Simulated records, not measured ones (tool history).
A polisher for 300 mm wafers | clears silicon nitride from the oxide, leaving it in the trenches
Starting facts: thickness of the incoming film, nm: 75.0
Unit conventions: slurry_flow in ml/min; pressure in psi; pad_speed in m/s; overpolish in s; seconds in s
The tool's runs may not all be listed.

run,hour,slurry_flow,pressure,pad_speed,overpolish,seconds
1,0,230,1.9,0.84,36,149.66
2,8.7,230,1.9,0.94,36,136.86
3,11.7,285,1.9,0.94,36,131.3
4,17.7,285,1.6,0.88,36,166.96
5,23.4,285,1.4,0.86,36,192.28
6,28.7,285,1.3,0.84,36,206.52
7,31,285,1.2,0.82,36,226.19

Run 8, settings as shown, results not yet in. Your forecast:
8,39.5,285,1.2,0.82,36,?

{"run 8": {"seconds": 233.51}}

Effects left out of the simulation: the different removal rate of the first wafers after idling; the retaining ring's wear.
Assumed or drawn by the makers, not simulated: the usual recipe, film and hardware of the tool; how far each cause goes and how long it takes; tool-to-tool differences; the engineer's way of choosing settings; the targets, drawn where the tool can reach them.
